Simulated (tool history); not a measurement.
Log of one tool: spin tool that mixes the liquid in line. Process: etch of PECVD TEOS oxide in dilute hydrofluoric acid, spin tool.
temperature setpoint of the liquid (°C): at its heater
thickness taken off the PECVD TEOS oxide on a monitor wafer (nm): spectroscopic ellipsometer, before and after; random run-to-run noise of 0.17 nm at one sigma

| run | hour | temperature setpoint of the liquid (°C) | parts of water to one part of 49 % hydrofluoric acid (parts by volume) | time under the liquid (s) | thickness taken off the PECVD TEOS oxide on a monitor wafer (nm) |
|---|---|---|---|---|---|
| 1 | 0 | 23 | 100 | 50 | 9.8319 |
| 2 | 5.5 | 24 | 95 | 50 | 10.908 |
| 3 | 13.3 | 24 | 95 | 50 | 10.893 |
| 4 | 20.9 | 24 | 130 | 50 | 7.614 |
| 5 | 25.1 | 25 | 120 | 50 | 8.6898 |
| 6 | 33.7 | 26 | 110 | 50 | 9.8962 |
| 7 | 39.8 | 26.5 | 100 | 50 | 11.375 |
| 8 | 44.9 | 27 | 95 | 50 | 12.124 |
| 9 | 49.2 | 27.5 | 90 | 50 | 13.176 |
|  | 53.5 | hydrofluoric acid flow meter replaced |
| 10 | 53.5 | 31 | 60 | 50 | 25.397 |
| 11 | 60.8 | 30.5 | 60 | 50 | 24.915 |
| 12 | 67.5 | 30.5 | 60 | 50 | 24.634 |
| 13 | 72.6 | 30 | 60 | 50 | 24.485 |
| 14 | 75.1 | 29.5 | 60 | 50 | 24.022 |
| 15 | 79.9 | 29 | 60 | 50 | 23.393 |
| 16 | 84.6 | 28.5 | 60 | 50 | 22.709 |

What does the tool deliver on the next run?
| 17 | 85.6 | 28 | 60 | 50 | ? |

Run 17 gave thickness taken off the PECVD TEOS oxide on a monitor wafer (nm) 22.804.
